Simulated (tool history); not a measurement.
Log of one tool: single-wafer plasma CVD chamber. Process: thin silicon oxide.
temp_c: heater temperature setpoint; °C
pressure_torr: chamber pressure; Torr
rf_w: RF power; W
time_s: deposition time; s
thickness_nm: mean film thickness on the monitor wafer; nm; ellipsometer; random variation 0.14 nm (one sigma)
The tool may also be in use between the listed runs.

run	hour	temp_c	pressure_torr	rf_w	time_s	thickness_nm
1	0.0	405	0.917	345	13.7	29.202
2	2.3	405	0.917	315	13.7	27.886
3	8.6	405	0.880	315	13.7	26.800
4	17.4	405	0.880	355	13.7	28.702
5	21.3	398	0.880	355	13.7	28.766
6	27.6	398	0.835	355	13.7	27.458
7	31.8	398	0.804	355	13.7	26.782

Forecast run 8:
8	37.3	398	0.804	355	13.7	?

{"run 8": {"thickness_nm": 26.91}}
